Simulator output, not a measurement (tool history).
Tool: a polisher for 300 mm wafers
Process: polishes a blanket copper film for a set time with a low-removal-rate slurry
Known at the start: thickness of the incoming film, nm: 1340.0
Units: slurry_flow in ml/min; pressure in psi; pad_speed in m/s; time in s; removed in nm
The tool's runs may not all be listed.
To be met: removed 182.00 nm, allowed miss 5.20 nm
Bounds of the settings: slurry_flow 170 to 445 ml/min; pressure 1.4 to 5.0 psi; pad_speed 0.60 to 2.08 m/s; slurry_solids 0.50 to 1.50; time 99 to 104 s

run 1 day=0.000 | slurry_flow=285 pressure=3.2 pad_speed=1.34 slurry_solids=1.00 time=99 | removed=395.26
run 2 day=0.283 | slurry_flow=285 pressure=3.9 pad_speed=1.34 slurry_solids=1.00 time=99 | removed=451.95
run 3 day=0.396 | slurry_flow=285 pressure=3.9 pad_speed=1.34 slurry_solids=1.15 time=99 | removed=462.17
run 4 day=0.762 | slurry_flow=285 pressure=3.5 pad_speed=1.26 slurry_solids=1.15 time=99 | removed=403.75
run 5 day=0.908 | slurry_flow=285 pressure=3.2 pad_speed=1.18 slurry_solids=1.15 time=99 | removed=358.77
run 6 day=1.238 | slurry_flow=285 pressure=3.2 pad_speed=1.18 slurry_solids=0.95 time=99 | removed=343.42
run 7 day=1.371 | slurry_flow=285 pressure=2.9 pad_speed=1.12 slurry_solids=0.95 time=99 | removed=309.03
run 8 day=1.621 | slurry_flow=275 pressure=2.0 pad_speed=0.88 slurry_solids=0.95 time=99 | removed=195.83
run 9 day=1.921 | slurry_flow=275 pressure=2.0 pad_speed=0.88 slurry_solids=0.95 time=99 | removed=193.22
run 10 day=2.229 | slurry_flow=265 pressure=1.9 pad_speed=0.88 slurry_solids=0.95 time=99 | removed=187.47

Which of these 5 next moves meets every target?
run A day=2.538 | slurry_flow=260 pressure=1.6 pad_speed=0.88 slurry_solids=0.85 time=99 | removed=?
run B day=2.538 | slurry_flow=270 pressure=2.0 pad_speed=0.88 slurry_solids=0.95 time=102 | removed=?
run C day=2.538 | slurry_flow=225 pressure=1.7 pad_speed=0.92 slurry_solids=1.05 time=103 | removed=?
run D day=2.538 | slurry_flow=250 pressure=2.1 pad_speed=0.80 slurry_solids=1.05 time=104 | removed=?
run E day=2.538 | slurry_flow=205 pressure=1.9 pad_speed=0.84 slurry_solids=0.95 time=104 | removed=?

move=A removed=166.16
move=B removed=198.10
move=C removed=191.45
move=D removed=192.12
move=E removed=181.23
A: takes the result that was furthest off past its target
B: further off than the last run
C: further off than the last run
D: further off than the last run
E: meets every target
The right move is E.
